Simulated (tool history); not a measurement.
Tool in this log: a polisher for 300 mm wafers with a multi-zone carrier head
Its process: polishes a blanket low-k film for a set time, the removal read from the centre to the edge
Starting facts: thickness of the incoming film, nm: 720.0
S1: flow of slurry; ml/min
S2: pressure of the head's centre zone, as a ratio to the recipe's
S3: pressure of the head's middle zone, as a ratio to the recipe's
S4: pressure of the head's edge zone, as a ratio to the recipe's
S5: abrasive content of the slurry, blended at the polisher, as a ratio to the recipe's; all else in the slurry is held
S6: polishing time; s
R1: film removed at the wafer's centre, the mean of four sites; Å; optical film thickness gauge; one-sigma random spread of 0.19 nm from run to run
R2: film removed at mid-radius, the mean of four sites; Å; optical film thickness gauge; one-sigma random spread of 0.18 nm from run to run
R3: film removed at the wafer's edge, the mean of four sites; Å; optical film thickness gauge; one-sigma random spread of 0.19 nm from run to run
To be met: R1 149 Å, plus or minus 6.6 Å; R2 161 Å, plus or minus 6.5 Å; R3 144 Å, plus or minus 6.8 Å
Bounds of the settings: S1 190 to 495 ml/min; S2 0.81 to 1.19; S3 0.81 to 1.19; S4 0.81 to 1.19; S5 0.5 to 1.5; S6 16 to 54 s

run,day,S1,S2,S3,S4,S5,S6,R1,R2,R3
1,0,320,1,1,1,1,35,176.15,181.36,175.22
2,0.371,320,1,1,1,1,39,194.78,200.51,193.97
3,0.654,320,1,1,1,1,34,168.91,172.02,169.06
4,0.862,320,0.99,1.01,0.98,0.95,34,166.3,168.22,168.08
5,0.988,320,0.99,0.93,0.98,0.95,34,168.26,157.94,167.47
6,1.283,320,0.99,1.01,0.98,0.95,34,169.15,171.22,161.36
7,1.358,320,0.97,1.01,0.98,0.9,34,157.79,169.05,163.28
8,1.467,320,0.97,1.02,0.96,0.85,34,159.34,165.56,157.23
9,1.75,320,0.96,1.03,0.95,0.8,34,154.46,164.75,158.9

Consider the 4 candidate settings below. Which is the only one whose results all fall within their allowed miss of target?
A,2.033,370,0.85,0.95,1.04,0.6,41,?,?,?
B,2.033,295,1.01,1.01,0.96,0.75,32,?,?,?
C,2.033,290,0.98,1.06,0.88,0.9,32,?,?,?
D,2.033,315,0.91,0.87,0.92,0.55,39,?,?,?

move,R1,R2,R3
A,151.75,175.95,178.23
B,147.87,150.43,141.17
C,151.66,164.57,143.32
D,148.35,151.55,154.27
A: lands further from the targets than the last run did
B: the worst result of the last run now meets its target, but another is out of spec
C: each result inside its tolerance
D: closes in on the targets versus the last run, not all within tolerance yet
Answer: C
